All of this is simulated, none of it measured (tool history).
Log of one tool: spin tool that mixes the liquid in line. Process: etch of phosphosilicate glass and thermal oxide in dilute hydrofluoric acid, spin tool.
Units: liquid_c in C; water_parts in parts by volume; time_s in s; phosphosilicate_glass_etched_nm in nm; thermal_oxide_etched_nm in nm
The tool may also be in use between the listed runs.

run,hour,liquid_c,water_parts,time_s,phosphosilicate_glass_etched_nm,thermal_oxide_etched_nm
1,0,21,170,30,19.01,0.65936
2,6.3,20,185,30,16.529,0.5404
3,14.6,19,185,30,15.872,0.5245
4,22.1,19,185,20,10.601,0.33381
5,30,19,125,20,16.542,0.5622
6,35.3,20.5,125,20,17.59,0.63368
7,41.4,20,140,20,14.998,0.49363

Forecast run 8:
8,46.7,19.5,150,20,?,?

phosphosilicate_glass_etched_nm: 13.685 nm
thermal_oxide_etched_nm: 0.45953 nm

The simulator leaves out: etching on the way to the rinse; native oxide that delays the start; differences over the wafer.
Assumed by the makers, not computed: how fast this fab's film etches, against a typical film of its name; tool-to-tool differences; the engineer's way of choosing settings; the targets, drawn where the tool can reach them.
